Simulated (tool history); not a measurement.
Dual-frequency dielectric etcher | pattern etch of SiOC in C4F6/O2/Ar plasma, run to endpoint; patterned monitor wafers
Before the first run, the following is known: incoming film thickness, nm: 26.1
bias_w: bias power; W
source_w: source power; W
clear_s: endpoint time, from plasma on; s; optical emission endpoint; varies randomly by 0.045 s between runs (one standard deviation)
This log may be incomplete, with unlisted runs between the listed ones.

Run 1, hour 0.0: bias_w 385 W, source_w 430 W. Result: clear_s 8.5373 s.
Run 2, hour 0.6: bias_w 393 W, source_w 430 W. Result: clear_s 8.5641 s.
Run 3, hour 5.0: bias_w 393 W, source_w 490 W. Result: clear_s 8.1669 s.
Run 4, hour 8.8: bias_w 327 W, source_w 490 W. Result: clear_s 8.5830 s.
Run 5, hour 12.5: bias_w 297 W, source_w 490 W. Result: clear_s 8.6594 s.
Run 6, hour 13.3: bias_w 335 W, source_w 490 W. Result: clear_s 8.5307 s.
At hour 16.8: wet clean of the chamber.
Run 7, hour 16.8: bias_w 344 W, source_w 490 W. Result: clear_s 8.8322 s.

What will run 8 give?
Run 8, hour 18.8: bias_w 370 W, source_w 490 W. Result: clear_s ?.

Run 8 gave clear_s 8.6569 s.
